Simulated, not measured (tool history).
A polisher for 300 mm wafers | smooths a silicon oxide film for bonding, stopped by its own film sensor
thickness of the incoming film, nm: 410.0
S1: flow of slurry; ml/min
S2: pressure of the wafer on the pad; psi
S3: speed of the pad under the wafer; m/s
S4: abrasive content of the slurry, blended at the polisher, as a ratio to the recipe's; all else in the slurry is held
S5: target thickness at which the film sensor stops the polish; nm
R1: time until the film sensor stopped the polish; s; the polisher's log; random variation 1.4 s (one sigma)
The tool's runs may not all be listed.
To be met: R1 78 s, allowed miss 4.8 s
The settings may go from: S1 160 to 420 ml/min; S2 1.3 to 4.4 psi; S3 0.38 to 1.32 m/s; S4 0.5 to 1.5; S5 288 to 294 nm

run  hour   S1   S2    S3  S4   S5      R1
  1     0  270  2.8  0.84   1  294  132.26
  2   1.4  335  2.8  0.84   1  294  132.74
  3   2.2  335  2.8  0.84   1  288  137.07
  4   7.7  335    3  0.86   1  288  125.73
  5  11.2  365    3  0.86   1  288  122.42
  6  18.3  365    3  0.86   1  294  119.58
  7  24.6  365  3.2  0.86   1  294  112.83
  8  29.5  365  3.4  0.86   1  294  102.05
  9  31.4  365  3.5  0.86   1  294  102.89
 10  33.3  365  3.6  0.86   1  294  100.07
 11  37.2  365  3.7  0.86   1  294  97.292
 12  41.3  365  3.8  0.86   1  294  95.186
 13  45.3  365  3.9  0.86   1  294  90.428
 14  50.8  365    4  0.86   1  294  88.506
 15  53.5  365  4.1  0.86   1  294  88.361

5 next moves are on the table. One of them brings every result within its allowed miss. Which?
  A  56.2  335  4.4  1.08  1.05  294   ?
  B  56.2  265  3.7   0.7  1.15  292   ?
  C  56.2  420  3.9  1.08  0.85  294   ?
  D  56.2  400  4.4  1.02  1.05  294   ?
  E  56.2  400  4.2  1.06  1.05  294   ?

move      R1
   A  66.335
   B  112.59
   C  78.263
   D  68.491
   E  69.514
A: takes the result that was furthest off past its target
B: further off than the last run
C: meets every target
D: takes the result that was furthest off past its target
E: takes the result that was furthest off past its target
The right move is C.
